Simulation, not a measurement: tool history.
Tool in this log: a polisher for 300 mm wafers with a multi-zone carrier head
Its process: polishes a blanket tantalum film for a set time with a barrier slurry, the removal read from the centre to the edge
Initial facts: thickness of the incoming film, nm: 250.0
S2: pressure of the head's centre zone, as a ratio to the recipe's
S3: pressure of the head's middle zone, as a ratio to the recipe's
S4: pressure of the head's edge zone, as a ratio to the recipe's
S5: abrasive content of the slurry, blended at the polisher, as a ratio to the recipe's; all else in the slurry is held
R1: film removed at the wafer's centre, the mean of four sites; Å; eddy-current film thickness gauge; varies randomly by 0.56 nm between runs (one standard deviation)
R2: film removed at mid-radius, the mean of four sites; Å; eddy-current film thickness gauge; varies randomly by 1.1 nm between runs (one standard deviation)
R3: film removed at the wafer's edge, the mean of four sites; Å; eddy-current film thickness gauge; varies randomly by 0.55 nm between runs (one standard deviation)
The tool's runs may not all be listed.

{"run": 1, "hour": 0.0, "flow of slurry (ml/min)": 225, "S2": 1, "S3": 1, "S4": 1, "S5": 1, "polishing time (s)": 38, "R1": 583.3, "R2": 575.01, "R3": 562.48}
{"run": 2, "hour": 8.5, "flow of slurry (ml/min)": 225, "S2": 1, "S3": 1, "S4": 1, "S5": 1, "polishing time (s)": 46, "R1": 703.14, "R2": 702.4, "R3": 683.1}
{"run": 3, "hour": 17.0, "flow of slurry (ml/min)": 225, "S2": 1, "S3": 1, "S4": 1, "S5": 0.85, "polishing time (s)": 46, "R1": 652.68, "R2": 657.41, "R3": 627.93}
{"run": 4, "hour": 25.5, "flow of slurry (ml/min)": 230, "S2": 1.01, "S3": 1, "S4": 1.02, "S5": 0.9, "polishing time (s)": 46, "R1": 679.67, "R2": 660.86, "R3": 654.04}
{"run": 5, "hour": 26.6, "flow of slurry (ml/min)": 210, "S2": 1.01, "S3": 1, "S4": 1.02, "S5": 0.9, "polishing time (s)": 46, "R1": 670.43, "R2": 673.03, "R3": 653.16}
{"run": 6, "hour": 35.1, "flow of slurry (ml/min)": 210, "S2": 1.02, "S3": 1.01, "S4": 1.03, "S5": 0.95, "polishing time (s)": 46, "R1": 698.34, "R2": 688.25, "R3": 675.63}
{"run": 7, "hour": 41.7, "flow of slurry (ml/min)": 210, "S2": 1.03, "S3": 1.02, "S4": 1.04, "S5": 0.95, "polishing time (s)": 46, "R1": 699.31, "R2": 696.43, "R3": 677.54}
{"run": 8, "hour": 45.5, "flow of slurry (ml/min)": 215, "S2": 1.04, "S3": 1.03, "S4": 1.05, "S5": 0.95, "polishing time (s)": 46, "R1": 713.75, "R2": 714.77, "R3": 684.94}
{"run": 9, "hour": 49.3, "flow of slurry (ml/min)": 220, "S2": 1.05, "S3": 1.03, "S4": 1.07, "S5": 0.95, "polishing time (s)": 46, "R1": 723.13, "R2": 720.07, "R3": 689.48}
{"run": 10, "hour": 56.9, "flow of slurry (ml/min)": 220, "S2": 1.06, "S3": 1.03, "S4": 1.08, "S5": 1, "polishing time (s)": 46, "R1": 742.49, "R2": 724.67, "R3": 721.52}

Run 11 has not been measured yet. What should we expect?
{"run": 11, "hour": 61.3, "flow of slurry (ml/min)": 225, "S2": 1.07, "S3": 1.03, "S4": 1.09, "S5": 1, "polishing time (s)": 46, "R1": "?", "R2": "?", "R3": "?"}

{"run 11": {"R1": 751.86, "R2": 708.55, "R3": 711.42}}

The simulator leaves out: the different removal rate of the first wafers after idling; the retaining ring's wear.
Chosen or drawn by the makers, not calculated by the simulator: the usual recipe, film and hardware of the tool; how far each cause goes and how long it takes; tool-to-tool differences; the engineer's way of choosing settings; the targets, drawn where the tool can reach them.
